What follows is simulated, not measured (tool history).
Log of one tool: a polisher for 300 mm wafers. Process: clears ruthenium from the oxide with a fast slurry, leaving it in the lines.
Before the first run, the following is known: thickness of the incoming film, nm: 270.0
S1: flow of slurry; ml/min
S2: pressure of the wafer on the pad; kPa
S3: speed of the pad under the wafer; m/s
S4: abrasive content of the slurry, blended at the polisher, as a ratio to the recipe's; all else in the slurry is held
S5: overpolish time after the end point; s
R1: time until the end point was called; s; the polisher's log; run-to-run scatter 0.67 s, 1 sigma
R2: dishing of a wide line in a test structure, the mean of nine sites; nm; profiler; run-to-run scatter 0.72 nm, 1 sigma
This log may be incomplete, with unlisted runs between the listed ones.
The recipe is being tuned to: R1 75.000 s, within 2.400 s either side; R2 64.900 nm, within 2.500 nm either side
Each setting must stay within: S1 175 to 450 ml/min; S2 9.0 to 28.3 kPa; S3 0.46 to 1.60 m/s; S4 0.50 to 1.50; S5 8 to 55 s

{"run": 1, "day": 0.0, "S1": 290, "S2": 18.6, "S3": 1.02, "S4": 1.0, "S5": 28, "R1": 65.968, "R2": 66.847}
{"run": 2, "day": 0.321, "S1": 290, "S2": 17.9, "S3": 1.02, "S4": 1.0, "S5": 28, "R1": 67.481, "R2": 64.75}
{"run": 3, "day": 0.467, "S1": 290, "S2": 20.7, "S3": 1.02, "S4": 1.0, "S5": 28, "R1": 59.215, "R2": 70.874}
{"run": 4, "day": 0.767, "S1": 325, "S2": 20.7, "S3": 1.02, "S4": 1.0, "S5": 28, "R1": 58.561, "R2": 71.137}
{"run": 5, "day": 1.071, "S1": 325, "S2": 20.0, "S3": 1.02, "S4": 1.0, "S5": 28, "R1": 59.61, "R2": 69.277}
{"run": 6, "day": 1.254, "S1": 260, "S2": 20.0, "S3": 1.02, "S4": 1.0, "S5": 28, "R1": 62.039, "R2": 68.907}
{"run": 7, "day": 1.367, "S1": 255, "S2": 19.3, "S3": 1.02, "S4": 1.0, "S5": 28, "R1": 63.568, "R2": 68.174}
{"run": 8, "day": 1.738, "S1": 255, "S2": 15.2, "S3": 1.02, "S4": 1.0, "S5": 31, "R1": 80.636, "R2": 61.844}

Which single option among these 4 for the next run brings every result within its allowed miss of target? Just one does.
{"run": "A", "day": 2.108, "S1": 245, "S2": 15.9, "S3": 0.96, "S4": 1.05, "S5": 28, "R1": "?", "R2": "?"}
{"run": "B", "day": 2.108, "S1": 315, "S2": 15.2, "S3": 0.8, "S4": 1.15, "S5": 34, "R1": "?", "R2": "?"}
{"run": "C", "day": 2.108, "S1": 280, "S2": 14.5, "S3": 1.04, "S4": 0.95, "S5": 30, "R1": "?", "R2": "?"}
{"run": "D", "day": 2.108, "S1": 285, "S2": 16.5, "S3": 1.06, "S4": 0.9, "S5": 31, "R1": "?", "R2": "?"}

move=A R1=78.546 R2=59.748
move=B R1=90.476 R2=62.046
move=C R1=83.702 R2=59.982
move=D R1=74.722 R2=66.465
A: closer than the last run, but not yet in spec
B: its largest miss is bigger than the last run's
C: its largest miss is bigger than the last run's
D: in spec on every target
Move D is the one to make.
